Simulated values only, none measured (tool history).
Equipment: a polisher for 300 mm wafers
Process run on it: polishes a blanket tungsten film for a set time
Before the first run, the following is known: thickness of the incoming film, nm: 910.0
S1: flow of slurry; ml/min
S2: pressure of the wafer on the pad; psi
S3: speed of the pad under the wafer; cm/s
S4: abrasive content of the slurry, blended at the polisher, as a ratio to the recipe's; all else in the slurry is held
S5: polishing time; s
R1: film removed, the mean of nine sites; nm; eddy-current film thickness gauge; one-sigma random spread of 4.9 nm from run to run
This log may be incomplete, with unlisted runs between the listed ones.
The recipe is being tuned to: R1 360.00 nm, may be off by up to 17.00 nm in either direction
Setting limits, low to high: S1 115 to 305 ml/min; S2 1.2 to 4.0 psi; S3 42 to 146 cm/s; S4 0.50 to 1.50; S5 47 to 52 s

| run | day | S1 | S2 | S3 | S4 | S5 | R1 |
|---|---|---|---|---|---|---|---|
| 1 | 0.000 | 195 | 2.6 | 94 | 1.00 | 52 | 193.65 |
| 2 | 0.212 | 195 | 3.0 | 96 | 1.00 | 52 | 211.87 |
| 3 | 0.371 | 200 | 3.3 | 104 | 1.00 | 52 | 253.73 |
| 4 | 0.483 | 200 | 3.9 | 104 | 1.00 | 52 | 296.04 |
| 5 | 0.817 | 200 | 3.9 | 104 | 1.00 | 52 | 290.36 |
| 6 | 1.162 | 200 | 3.9 | 104 | 1.20 | 52 | 306.84 |
| 7 | 1.429 | 200 | 3.9 | 108 | 1.20 | 52 | 314.32 |
| 8 | 1.692 | 200 | 3.9 | 112 | 1.20 | 52 | 322.38 |
| 9 | 1.979 | 200 | 3.9 | 114 | 1.20 | 52 | 338.68 |

Of the 4 settings listed for the next run, only one would bring every result within its allowed miss of target. Which one?
| A | 2.267 | 185 | 3.7 | 114 | 1.20 | 52 | ? |
| B | 2.267 | 200 | 4.0 | 114 | 1.25 | 47 | ? |
| C | 2.267 | 210 | 3.8 | 112 | 1.35 | 47 | ? |
| D | 2.267 | 225 | 4.0 | 120 | 1.10 | 52 | ? |

| move | R1 |
|---|---|
| A | 319.02 |
| B | 314.68 |
| C | 304.58 |
| D | 358.87 |
A: the biggest miss grows against the last run
B: the biggest miss grows against the last run
C: the biggest miss grows against the last run
D: in spec on every target
D is the move that brings every result within its allowed miss.
